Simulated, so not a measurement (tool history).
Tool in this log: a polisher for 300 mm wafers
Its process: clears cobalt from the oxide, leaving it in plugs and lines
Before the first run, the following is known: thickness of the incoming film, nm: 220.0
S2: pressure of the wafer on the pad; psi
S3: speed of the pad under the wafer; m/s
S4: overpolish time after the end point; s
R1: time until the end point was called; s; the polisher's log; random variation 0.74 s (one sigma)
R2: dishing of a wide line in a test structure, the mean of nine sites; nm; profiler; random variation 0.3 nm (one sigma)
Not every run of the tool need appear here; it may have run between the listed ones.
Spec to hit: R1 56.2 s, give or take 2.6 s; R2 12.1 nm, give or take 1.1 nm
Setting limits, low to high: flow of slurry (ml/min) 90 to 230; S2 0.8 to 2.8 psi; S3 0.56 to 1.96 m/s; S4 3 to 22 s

run 1 hour=0 | flow_of_slurry_(ml/min)=150 S2=1.8 S3=1.26 S4=11 | R1=37.544 R2=49.854
run 2 hour=1.7 | flow_of_slurry_(ml/min)=150 S2=1.7 S3=1.26 S4=10 | R1=40.514 R2=43.469
run 3 hour=8.2 | flow_of_slurry_(ml/min)=150 S2=1.4 S3=1.26 S4=10 | R1=46.847 R2=37.741
run 4 hour=12.3 | flow_of_slurry_(ml/min)=150 S2=1.1 S3=1.26 S4=10 | R1=60.088 R2=31.931
run 5 hour=16.8 | flow_of_slurry_(ml/min)=150 S2=1.5 S3=1.26 S4=10 | R1=45.71 R2=40.524
run 6 hour=21.4 | flow_of_slurry_(ml/min)=150 S2=1.4 S3=1.3 S4=9 | R1=47.482 R2=35.933
run 7 hour=27 | flow_of_slurry_(ml/min)=150 S2=1.3 S3=1.34 S4=8 | R1=48.934 R2=32.068
run 8 hour=29.7 | flow_of_slurry_(ml/min)=140 S2=1.2 S3=1.38 S4=7 | R1=53.3 R2=26.94
run 9 hour=38.5 | flow_of_slurry_(ml/min)=130 S2=1.1 S3=1.46 S4=6 | R1=55.223 R2=23.18

Below are 4 possible settings for the next run. Only one of them brings all results inside the allowed miss of their targets. Which is it?
run A hour=47.3 | flow_of_slurry_(ml/min)=165 S2=1.3 S3=1.16 S4=17 | R1=? R2=?
run B hour=47.3 | flow_of_slurry_(ml/min)=140 S2=1 S3=1.56 S4=14 | R1=? R2=?
run C hour=47.3 | flow_of_slurry_(ml/min)=145 S2=1.1 S3=1.48 S4=9 | R1=? R2=?
run D hour=47.3 | flow_of_slurry_(ml/min)=100 S2=1 S3=1.66 S4=3 | R1=? R2=?

move=A R1=53.431 R2=52.381
move=B R1=55.225 R2=45.006
move=C R1=52.448 R2=33.625
move=D R1=54.53 R2=12.496
A: misses by more than the last run did
B: misses by more than the last run did
C: misses by more than the last run did
D: every result lands within tolerance
The right move is D.

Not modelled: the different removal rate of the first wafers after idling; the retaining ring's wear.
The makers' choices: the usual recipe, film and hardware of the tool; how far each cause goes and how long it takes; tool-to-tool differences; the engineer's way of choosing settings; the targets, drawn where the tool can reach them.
